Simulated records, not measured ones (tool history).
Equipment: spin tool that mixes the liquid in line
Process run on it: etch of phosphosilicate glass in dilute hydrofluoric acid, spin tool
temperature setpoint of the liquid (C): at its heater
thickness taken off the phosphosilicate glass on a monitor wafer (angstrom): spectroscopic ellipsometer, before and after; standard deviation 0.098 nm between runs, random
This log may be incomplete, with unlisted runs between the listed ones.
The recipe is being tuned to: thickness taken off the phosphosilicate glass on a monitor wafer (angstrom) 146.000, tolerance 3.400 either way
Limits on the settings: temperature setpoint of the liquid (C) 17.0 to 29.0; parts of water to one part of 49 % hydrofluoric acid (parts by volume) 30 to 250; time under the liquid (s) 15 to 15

run,day,temperature setpoint of the liquid (C),parts of water to one part of 49 % hydrofluoric acid (parts by volume),time under the liquid (s),thickness taken off the phosphosilicate glass on a monitor wafer (angstrom)
1,0.000,21.0,140,15,95.904
2,0.100,22.0,140,15,99.444
3,0.438,23.0,140,15,105.260
4,0.558,23.0,155,15,92.765
5,0.625,24.0,150,15,100.340
6,0.896,24.5,145,15,106.780
7,1.079,25.0,145,15,107.950
8,1.417,25.5,140,15,114.560
9,1.612,29.0,125,15,151.810

Consider the 5 candidate settings below. Which is the only one whose results all fall within their allowed miss of target?
A,1.808,22.0,105,15,?
B,1.808,28.5,130,15,?
C,1.808,28.0,130,15,?
D,1.808,27.0,120,15,?
E,1.808,24.5,115,15,?

move,thickness taken off the phosphosilicate glass on a monitor wafer (angstrom)
A,140.410
B,142.090
C,139.430
D,147.200
E,140.140
A: takes the result that was furthest off past its target
B: takes the result that was furthest off past its target
C: takes the result that was furthest off past its target
D: meets every target
E: takes the result that was furthest off past its target
D is the move that brings every result within its allowed miss.
